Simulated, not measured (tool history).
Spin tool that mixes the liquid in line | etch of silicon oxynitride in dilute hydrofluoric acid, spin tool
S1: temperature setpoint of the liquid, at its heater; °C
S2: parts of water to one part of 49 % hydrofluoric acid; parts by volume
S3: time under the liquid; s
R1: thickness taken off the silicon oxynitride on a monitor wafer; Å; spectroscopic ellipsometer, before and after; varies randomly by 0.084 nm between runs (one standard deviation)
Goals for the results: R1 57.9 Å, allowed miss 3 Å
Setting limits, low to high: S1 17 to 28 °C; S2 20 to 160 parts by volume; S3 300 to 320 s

{"run": 1, "hour": 0.0, "S1": 20, "S2": 90, "S3": 300, "R1": 36.792}
{"run": 2, "hour": 6.5, "S1": 20, "S2": 90, "S3": 320, "R1": 39.662}
{"run": 3, "hour": 8.6, "S1": 21, "S2": 90, "S3": 320, "R1": 41.131}
{"run": 4, "hour": 11.4, "S1": 17.5, "S2": 90, "S3": 320, "R1": 34.059}
{"run": 5, "hour": 20.0, "S1": 18.5, "S2": 90, "S3": 320, "R1": 36.28}
{"run": 6, "hour": 26.9, "S1": 22, "S2": 90, "S3": 320, "R1": 43.367}
{"run": 7, "hour": 28.1, "S1": 22.5, "S2": 90, "S3": 320, "R1": 44.564}
{"run": 8, "hour": 32.7, "S1": 22.5, "S2": 90, "S3": 320, "R1": 44.956}
{"run": 9, "hour": 38.3, "S1": 23, "S2": 90, "S3": 320, "R1": 45.198}
{"run": 10, "hour": 45.4, "S1": 23.5, "S2": 90, "S3": 320, "R1": 45.283}
{"run": 11, "hour": 48.9, "S1": 23.5, "S2": 90, "S3": 320, "R1": 47.318}
{"run": 12, "hour": 56.7, "S1": 24, "S2": 90, "S3": 320, "R1": 47.264}
{"run": 13, "hour": 60.4, "S1": 24.5, "S2": 90, "S3": 320, "R1": 49.87}

Consider the 5 candidate settings below. Which is the only one whose results all fall within their allowed miss of target?
{"run": "A", "hour": 64.1, "S1": 26.5, "S2": 80, "S3": 300, "R1": "?"}
{"run": "B", "hour": 64.1, "S1": 23.5, "S2": 100, "S3": 310, "R1": "?"}
{"run": "C", "hour": 64.1, "S1": 24.5, "S2": 105, "S3": 320, "R1": "?"}
{"run": "D", "hour": 64.1, "S1": 27.5, "S2": 95, "S3": 300, "R1": "?"}
{"run": "E", "hour": 64.1, "S1": 28, "S2": 75, "S3": 320, "R1": "?"}

move=A R1=57.259
move=B R1=40.33
move=C R1=41.439
move=D R1=49.895
move=E R1=70.264
A: all results in spec
B: its largest miss is bigger than the last run's
C: its largest miss is bigger than the last run's
D: as far off as the last run
E: the result that was furthest off in the last run now lies on the other side of its target
So the answer is move A, the one that meets all the targets.
